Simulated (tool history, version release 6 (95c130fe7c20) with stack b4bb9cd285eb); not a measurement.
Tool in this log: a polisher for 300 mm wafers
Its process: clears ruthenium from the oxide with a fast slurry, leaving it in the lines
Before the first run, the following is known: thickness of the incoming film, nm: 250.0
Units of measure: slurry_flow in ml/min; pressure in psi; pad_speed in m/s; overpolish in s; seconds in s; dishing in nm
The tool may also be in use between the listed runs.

run  hour  slurry_flow  pressure  pad_speed  slurry_solids  overpolish  seconds  dishing
  1   0.0          240       3.1       0.92           1.00          21   60.042   63.905
  2   4.3          245       2.7       0.90           1.00          17   68.611   47.529
  3  11.9          280       2.3       0.88           1.00          14   81.945   35.568
  4  15.7          225       2.3       0.88           1.00          14   83.355   35.767
  5  19.9          265       2.1       0.90           1.00          12   85.929   27.844
     22.9  -- head pressure recalibrated
  6  22.9          265       2.7       0.90           1.00          12   73.384   34.329
  7  31.4          295       2.3       1.00           0.85          10   84.645   24.324
  8  40.2          320       2.3       1.08           0.75           9   85.451   22.137
  9  41.1          335       2.2       1.18           0.70           8   86.213   19.460
 10  48.3          345       2.1       1.24           0.65           7   92.234   16.289
 11  55.1          350       2.1       1.28           0.60           7   98.007   15.675
 12  62.3          355       2.1       1.32           0.60           7   94.060   15.377
 13  70.4          360       2.1       1.34           0.60           7   93.600   16.291
 14  73.2          365       2.1       1.36           0.55           7  101.760   14.319
 15  78.0          370       2.2       1.38           0.55           7   95.558   15.539

Run 16 comes next. What will it give?
 16  84.2          370       2.2       1.40           0.55           7        ?        ?

{"run 16": {"seconds": 96.144, "dishing": 15.465}}

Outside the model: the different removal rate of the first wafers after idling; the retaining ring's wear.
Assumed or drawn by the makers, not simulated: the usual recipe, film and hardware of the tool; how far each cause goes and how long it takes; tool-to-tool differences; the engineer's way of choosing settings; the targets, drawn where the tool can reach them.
